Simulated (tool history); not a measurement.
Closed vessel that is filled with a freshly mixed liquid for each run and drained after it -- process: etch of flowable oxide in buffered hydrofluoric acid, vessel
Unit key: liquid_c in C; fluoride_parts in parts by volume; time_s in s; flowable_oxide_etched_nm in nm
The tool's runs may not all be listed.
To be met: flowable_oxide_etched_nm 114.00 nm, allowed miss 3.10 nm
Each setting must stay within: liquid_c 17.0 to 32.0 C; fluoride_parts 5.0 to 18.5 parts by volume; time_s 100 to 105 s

run	hour	liquid_c	fluoride_parts	time_s	flowable_oxide_etched_nm
1	0.0	25.0	11.5	100	189.10
2	6.1	23.0	12.0	100	162.52
3	10.7	21.5	12.0	100	149.32
4	18.2	21.5	12.0	105	159.21
5	21.1	20.5	12.0	105	147.25
6	27.4	19.5	12.0	105	139.57
7	31.7	19.0	12.0	105	137.69
8	37.3	18.5	12.0	105	134.02
9	39.0	18.0	12.0	105	130.06
10	46.9	17.5	12.0	105	125.37
11	53.6	17.0	12.5	105	118.37

5 candidate next runs follow, results not yet known. Just one meets every target within its allowed miss. Identify it.
A	60.3	18.0	12.0	100	?
B	60.3	20.0	14.5	100	?
C	60.3	17.0	12.0	105	?
D	60.3	17.5	12.5	105	?
E	60.3	18.0	12.5	105	?

move	flowable_oxide_etched_nm
A	122.57
B	113.83
C	121.65
D	120.23
E	123.66
A: further off than the last run
B: hits every target within its allowed miss
C: further off than the last run
D: further off than the last run
E: further off than the last run
The move that meets every target is B.
